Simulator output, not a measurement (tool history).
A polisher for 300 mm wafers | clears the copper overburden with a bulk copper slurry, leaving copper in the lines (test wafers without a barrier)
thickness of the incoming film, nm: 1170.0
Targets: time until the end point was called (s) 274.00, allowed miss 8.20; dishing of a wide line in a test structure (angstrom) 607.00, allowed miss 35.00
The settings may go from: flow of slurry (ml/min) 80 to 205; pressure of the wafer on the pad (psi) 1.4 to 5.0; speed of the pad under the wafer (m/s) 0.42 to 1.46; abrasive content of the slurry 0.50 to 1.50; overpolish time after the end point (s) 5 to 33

run,hour,flow of slurry (ml/min),pressure of the wafer on the pad (psi),speed of the pad under the wafer (m/s),abrasive content of the slurry,overpolish time after the end point (s),time until the end point was called (s),dishing of a wide line in a test structure (angstrom)
1,0.0,135,3.2,0.94,1.00,17,129.54,874.24
2,7.8,115,3.2,0.94,1.00,17,135.93,860.84
3,16.7,110,2.7,0.92,1.00,18,155.52,810.27
4,19.4,105,2.4,0.86,1.00,19,179.09,751.12
5,25.1,100,2.1,0.82,1.00,20,207.92,711.79
6,32.1,100,1.7,0.82,1.00,20,227.46,644.27
7,39.2,100,1.6,0.80,1.00,20,237.49,599.09
8,45.7,95,1.5,0.78,1.00,21,258.85,608.56

5 next moves are on the table. One of them brings every result within its allowed miss. Which?
A,52.2,105,1.7,0.74,0.95,19,?,?
B,52.2,110,1.9,0.64,0.90,22,?,?
C,52.2,95,1.4,0.90,0.75,21,?,?
D,52.2,85,1.9,0.66,0.95,27,?,?
E,52.2,145,1.4,0.76,1.00,19,?,?

move,time until the end point was called (s),dishing of a wide line in a test structure (angstrom)
A,255.66,574.00
B,278.70,604.27
C,253.49,617.37
D,288.52,685.58
E,249.24,580.19
A: further off than the last run
B: meets every target
C: further off than the last run
D: takes the result that was furthest off past its target
E: further off than the last run
Answer: B
